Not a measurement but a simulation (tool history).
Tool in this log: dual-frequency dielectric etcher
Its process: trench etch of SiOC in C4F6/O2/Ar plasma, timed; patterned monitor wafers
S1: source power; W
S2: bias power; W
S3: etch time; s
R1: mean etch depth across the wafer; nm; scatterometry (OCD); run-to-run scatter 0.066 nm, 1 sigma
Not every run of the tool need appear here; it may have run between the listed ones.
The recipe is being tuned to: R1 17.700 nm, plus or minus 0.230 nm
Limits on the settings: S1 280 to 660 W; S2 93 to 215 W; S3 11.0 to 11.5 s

run  hour   S1   S2    S3      R1
  1   0.0  470  154  11.5  24.454
  2   7.5  470  180  11.5  25.584
  3  10.3  390  180  11.5  22.675
  4  17.3  310  180  11.5  19.013
  5  23.3  300  178  11.5  18.408
  6  27.6  370  178  11.5  21.814
  7  28.5  350  174  11.5  20.728
  8  29.1  330  170  11.5  19.571
  9  37.0  320  169  11.5  19.070
 10  41.3  310  169  11.5  18.560
 11  49.1  310  169  11.5  18.572
 12  55.1  300  169  11.5  18.007
 13  61.1  280  169  11.5  16.788
 14  66.4  290  169  11.5  17.373
 15  67.6  310  169  11.5  18.411
 16  69.0  300  169  11.5  18.003
 17  70.1  290  169  11.5  17.387
 18  75.6  300  169  11.5  17.978
 19  83.0  290  169  11.5  17.449
 20  87.9  300  169  11.5  17.865

Exercise: of the 4 proposed moves below, exactly one satisfies all targets within the stated allowed misses. Which move is it?
  A  92.8  310  181  11.0   ?
  B  92.8  300  171  11.5   ?
  C  92.8  310  170  11.0   ?
  D  92.8  330  157  11.0   ?

move      R1
   A  18.218
   B  18.085
   C  17.783
   D  18.206
A: lands further from the targets than the last run did
B: lands further from the targets than the last run did
C: all results in spec
D: lands further from the targets than the last run did
Go with C: it meets all targets.
